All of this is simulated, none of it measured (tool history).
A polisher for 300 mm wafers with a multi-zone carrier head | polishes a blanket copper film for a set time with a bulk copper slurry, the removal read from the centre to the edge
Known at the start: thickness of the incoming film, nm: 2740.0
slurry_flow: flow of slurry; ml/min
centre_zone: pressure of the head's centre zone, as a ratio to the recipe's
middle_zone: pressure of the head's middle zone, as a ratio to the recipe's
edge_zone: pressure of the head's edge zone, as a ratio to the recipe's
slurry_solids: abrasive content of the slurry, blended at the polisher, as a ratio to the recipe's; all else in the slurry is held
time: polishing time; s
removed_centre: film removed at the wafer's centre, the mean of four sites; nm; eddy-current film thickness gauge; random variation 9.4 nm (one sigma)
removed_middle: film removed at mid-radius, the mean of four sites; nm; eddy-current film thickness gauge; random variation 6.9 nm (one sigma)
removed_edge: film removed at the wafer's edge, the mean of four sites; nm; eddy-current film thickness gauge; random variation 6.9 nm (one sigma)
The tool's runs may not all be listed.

| run | hour | slurry_flow | centre_zone | middle_zone | edge_zone | slurry_solids | time | removed_centre | removed_middle | removed_edge |
|---|---|---|---|---|---|---|---|---|---|---|
| 1 | 0 | 290 | 1 | 1 | 1 | 1 | 62 | 453.55 | 451.04 | 461.17 |
| 2 | 7.5 | 290 | 1.02 | 0.98 | 1.04 | 1.15 | 65 | 497.91 | 489.3 | 507.52 |
| 3 | 9.9 | 290 | 1.09 | 0.98 | 1.04 | 1.15 | 65 | 547.02 | 484.06 | 509.45 |
| 4 | 18.3 | 290 | 1.09 | 0.98 | 1.04 | 1.35 | 65 | 568.38 | 510.82 | 532.63 |
| 5 | 19.5 | 290 | 1.09 | 1.05 | 1.04 | 1.35 | 65 | 577.75 | 550.93 | 531.38 |
| 6 | 24.2 | 235 | 1.09 | 1.05 | 1.04 | 1.35 | 65 | 527.57 | 524.21 | 520.83 |

Run 7 comes next. What will it give?
| 7 | 28 | 245 | 1.1 | 1.01 | 1.08 | 1.4 | 66 | ? | ? | ? |

removed_centre: 581.81 nm
removed_middle: 523.04 nm
removed_edge: 537.98 nm
